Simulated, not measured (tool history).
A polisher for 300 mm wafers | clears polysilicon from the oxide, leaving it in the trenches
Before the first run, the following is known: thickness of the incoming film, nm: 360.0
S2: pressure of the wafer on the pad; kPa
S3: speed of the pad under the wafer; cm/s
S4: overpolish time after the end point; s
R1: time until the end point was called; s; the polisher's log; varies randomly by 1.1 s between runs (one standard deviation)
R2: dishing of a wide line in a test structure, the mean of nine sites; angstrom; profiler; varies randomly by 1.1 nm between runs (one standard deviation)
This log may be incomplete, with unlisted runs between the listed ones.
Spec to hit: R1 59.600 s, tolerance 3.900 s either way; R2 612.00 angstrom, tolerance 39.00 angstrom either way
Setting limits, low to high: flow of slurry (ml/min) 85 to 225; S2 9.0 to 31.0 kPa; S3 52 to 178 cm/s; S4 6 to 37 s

run 1 day=0.000 | flow_of_slurry_(ml/min)=145 S2=20.0 S3=114 S4=19 | R1=24.030 R2=888.86
run 2 day=0.129 | flow_of_slurry_(ml/min)=145 S2=20.0 S3=114 S4=27 | R1=22.748 R2=885.15
run 3 day=0.492 | flow_of_slurry_(ml/min)=145 S2=20.0 S3=114 S4=32 | R1=23.368 R2=953.60
run 4 day=0.829 | flow_of_slurry_(ml/min)=145 S2=17.2 S3=102 S4=25 | R1=30.066 R2=914.52
run 5 day=0.912 | flow_of_slurry_(ml/min)=130 S2=16.5 S3=88 S4=20 | R1=35.183 R2=822.14
run 6 day=1.242 | flow_of_slurry_(ml/min)=120 S2=15.9 S3=78 S4=16 | R1=42.000 R2=732.72
run 7 day=1.517 | flow_of_slurry_(ml/min)=120 S2=15.9 S3=78 S4=16 | R1=42.738 R2=748.44
run 8 day=1.788 | flow_of_slurry_(ml/min)=120 S2=10.3 S3=72 S4=7 | R1=66.485 R2=315.29
run 9 day=2.129 | flow_of_slurry_(ml/min)=115 S2=11.7 S3=66 S4=9 | R1=66.250 R2=396.44
run 10 day=2.442 | flow_of_slurry_(ml/min)=115 S2=11.7 S3=66 S4=9 | R1=67.016 R2=391.27
run 11 day=2.546 | flow_of_slurry_(ml/min)=115 S2=11.7 S3=66 S4=9 | R1=64.386 R2=395.95
run 12 day=2.679 | flow_of_slurry_(ml/min)=110 S2=12.4 S3=62 S4=10 | R1=67.274 R2=411.47
run 13 day=2.771 | flow_of_slurry_(ml/min)=85 S2=17.9 S3=52 S4=19 | R1=55.536 R2=668.54
run 14 day=3.121 | flow_of_slurry_(ml/min)=85 S2=17.2 S3=52 S4=19 | R1=59.789 R2=670.47
run 15 day=3.162 | flow_of_slurry_(ml/min)=85 S2=17.2 S3=52 S4=18 | R1=57.154 R2=669.48

5 next moves are on the table. One of them brings every result within its allowed miss. Which?
run A day=3.204 | flow_of_slurry_(ml/min)=150 S2=16.5 S3=52 S4=23 | R1=? R2=?
run B day=3.204 | flow_of_slurry_(ml/min)=95 S2=15.9 S3=62 S4=14 | R1=? R2=?
run C day=3.204 | flow_of_slurry_(ml/min)=85 S2=13.8 S3=52 S4=29 | R1=? R2=?
run D day=3.204 | flow_of_slurry_(ml/min)=100 S2=15.2 S3=56 S4=16 | R1=? R2=?
run E day=3.204 | flow_of_slurry_(ml/min)=85 S2=15.2 S3=52 S4=27 | R1=? R2=?

move=A R1=55.684 R2=755.05
move=B R1=53.319 R2=606.01
move=C R1=72.141 R2=746.86
move=D R1=60.262 R2=609.85
move=E R1=65.840 R2=752.90
A: lands further from the targets than the last run did
B: corrects the largest miss of the last run, while another result sits out of spec
C: lands further from the targets than the last run did
D: hits every target within its allowed miss
E: lands further from the targets than the last run did
The move that meets every target is D.

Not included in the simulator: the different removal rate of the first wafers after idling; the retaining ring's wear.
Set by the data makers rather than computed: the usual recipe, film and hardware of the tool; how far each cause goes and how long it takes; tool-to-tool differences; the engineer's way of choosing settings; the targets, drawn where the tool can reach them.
